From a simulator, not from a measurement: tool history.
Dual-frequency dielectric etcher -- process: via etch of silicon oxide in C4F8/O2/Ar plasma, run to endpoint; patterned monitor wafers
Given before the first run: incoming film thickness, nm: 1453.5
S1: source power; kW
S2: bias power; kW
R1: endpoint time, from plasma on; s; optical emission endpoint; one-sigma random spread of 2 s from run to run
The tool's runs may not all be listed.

run,hour,S1,S2,R1
1,0,2.28,2.572,241.27
2,6.6,2.2,2.533,243.44
3,15.2,2.13,2.474,246.99
4,21.4,2.06,2.411,256.94
5,29.9,2.43,2.411,240.18
6,38.5,2.43,2.735,228.95
7,46.4,2.34,2.673,237.24
8,48.3,2.25,2.615,242.35
9,52.5,2.25,2.615,240.4

What will run 10 give?
10,53.8,2.18,2.565,?

{"run 10": {"R1": 244.77}}

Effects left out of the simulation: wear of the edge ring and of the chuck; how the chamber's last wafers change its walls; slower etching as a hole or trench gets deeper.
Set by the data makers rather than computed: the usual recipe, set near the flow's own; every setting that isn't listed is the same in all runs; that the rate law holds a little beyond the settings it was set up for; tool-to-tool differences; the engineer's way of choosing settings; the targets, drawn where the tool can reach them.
